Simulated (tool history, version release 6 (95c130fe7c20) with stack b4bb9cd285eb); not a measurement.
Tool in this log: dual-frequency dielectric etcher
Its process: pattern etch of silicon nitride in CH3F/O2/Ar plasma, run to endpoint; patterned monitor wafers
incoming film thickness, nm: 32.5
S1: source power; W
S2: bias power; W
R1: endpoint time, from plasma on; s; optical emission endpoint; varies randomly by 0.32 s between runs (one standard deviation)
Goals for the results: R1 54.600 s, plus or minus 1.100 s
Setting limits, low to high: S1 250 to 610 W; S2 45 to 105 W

| run | hour | S1 | S2 | R1 |
|---|---|---|---|---|
| 1 | 0.0 | 430 | 75 | 48.350 |
| 2 | 6.6 | 490 | 75 | 46.542 |
| 3 | 9.5 | 460 | 73 | 48.040 |
| 4 | 16.0 | 460 | 84 | 45.438 |
| 5 | 22.9 | 430 | 81 | 46.593 |
| 6 | 26.8 | 430 | 68 | 49.495 |
| 7 | 29.0 | 410 | 66 | 50.694 |
| 8 | 33.2 | 390 | 65 | 50.384 |
| 9 | 40.0 | 380 | 62 | 51.886 |

Consider the 4 candidate settings below. Which is the only one whose results all fall within their allowed miss of target?
| A | 46.8 | 380 | 76 | ? |
| B | 46.8 | 400 | 67 | ? |
| C | 46.8 | 440 | 62 | ? |
| D | 46.8 | 330 | 59 | ? |

| move | R1 |
|---|---|
| A | 49.402 |
| B | 50.344 |
| C | 50.033 |
| D | 54.445 |
A: lands further from the targets than the last run did
B: lands further from the targets than the last run did
C: lands further from the targets than the last run did
D: all results in spec
The right move is D.

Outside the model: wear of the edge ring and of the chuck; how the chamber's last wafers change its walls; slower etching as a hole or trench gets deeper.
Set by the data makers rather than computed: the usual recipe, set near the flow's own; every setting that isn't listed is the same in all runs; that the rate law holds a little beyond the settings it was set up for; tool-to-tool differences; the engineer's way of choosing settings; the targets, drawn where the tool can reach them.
